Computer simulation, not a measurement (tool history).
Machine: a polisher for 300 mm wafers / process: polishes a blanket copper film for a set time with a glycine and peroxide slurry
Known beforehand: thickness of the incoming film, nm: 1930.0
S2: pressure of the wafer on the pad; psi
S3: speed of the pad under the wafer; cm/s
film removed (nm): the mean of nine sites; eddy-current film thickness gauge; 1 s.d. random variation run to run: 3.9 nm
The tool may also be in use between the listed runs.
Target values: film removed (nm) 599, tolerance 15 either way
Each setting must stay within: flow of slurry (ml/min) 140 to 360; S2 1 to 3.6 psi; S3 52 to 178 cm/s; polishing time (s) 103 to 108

Run 1, day 0: flow of slurry (ml/min) 230, S2 2.3 psi, S3 114 cm/s, polishing time (s) 103. Result: film removed (nm) 492.66.
Run 2, day 0.146: flow of slurry (ml/min) 230, S2 2.3 psi, S3 114 cm/s, polishing time (s) 108. Result: film removed (nm) 516.58.
Run 3, day 0.254: flow of slurry (ml/min) 235, S2 2.4 psi, S3 114 cm/s, polishing time (s) 108. Result: film removed (nm) 536.74.
Run 4, day 0.346: flow of slurry (ml/min) 235, S2 2.4 psi, S3 102 cm/s, polishing time (s) 108. Result: film removed (nm) 499.25.
Run 5, day 0.683: flow of slurry (ml/min) 235, S2 2.4 psi, S3 102 cm/s, polishing time (s) 103. Result: film removed (nm) 474.24.
Run 6, day 0.908: flow of slurry (ml/min) 235, S2 2.4 psi, S3 102 cm/s, polishing time (s) 103. Result: film removed (nm) 471.71.
Run 7, day 1.004: flow of slurry (ml/min) 235, S2 2.4 psi, S3 102 cm/s, polishing time (s) 103. Result: film removed (nm) 476.24.
Run 8, day 1.254: flow of slurry (ml/min) 240, S2 2.5 psi, S3 102 cm/s, polishing time (s) 103. Result: film removed (nm) 497.46.
Run 9, day 1.275: flow of slurry (ml/min) 255, S2 2.6 psi, S3 102 cm/s, polishing time (s) 103. Result: film removed (nm) 514.25.

Which of these 5 next moves meets every target?
Run A, day 1.296: flow of slurry (ml/min) 285, S2 3.2 psi, S3 120 cm/s, polishing time (s) 103. Result: film removed (nm) ?.
Run B, day 1.296: flow of slurry (ml/min) 275, S2 2.6 psi, S3 116 cm/s, polishing time (s) 105. Result: film removed (nm) ?.
Run C, day 1.296: flow of slurry (ml/min) 185, S2 2.7 psi, S3 114 cm/s, polishing time (s) 108. Result: film removed (nm) ?.
Run D, day 1.296: flow of slurry (ml/min) 250, S2 3 psi, S3 108 cm/s, polishing time (s) 104. Result: film removed (nm) ?.
Run E, day 1.296: flow of slurry (ml/min) 270, S2 2.6 psi, S3 90 cm/s, polishing time (s) 103. Result: film removed (nm) ?.

move  film removed (nm)
   A             678.77
   B             565.73
   C             564.17
   D             598.79
   E             477.94
A: moves the result that the last run missed by most past its target, out the other side
B: gains on the last run, yet a result remains outside its allowed miss
C: gains on the last run, yet a result remains outside its allowed miss
D: each result inside its tolerance
E: the biggest miss grows against the last run
The right move is D.
